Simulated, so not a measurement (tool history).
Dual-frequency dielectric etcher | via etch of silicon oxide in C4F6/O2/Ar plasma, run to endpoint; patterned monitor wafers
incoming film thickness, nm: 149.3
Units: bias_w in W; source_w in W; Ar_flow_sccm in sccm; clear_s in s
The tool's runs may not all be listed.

run  hour  bias_w  source_w  Ar_flow_sccm  clear_s
  1     0     361       410           340   39.367
  2   4.2     331       400           341   40.775
  3  10.1     395       400           341   38.749
  4  17.3     355       390           342    40.24
  5  23.5     355       320           342   42.574
  6  29.9     355       370           342   40.933

Run 7 comes next. What will it give?
  7  33.2     334       360           343        ?

{"run 7": {"clear_s": 42.669}}
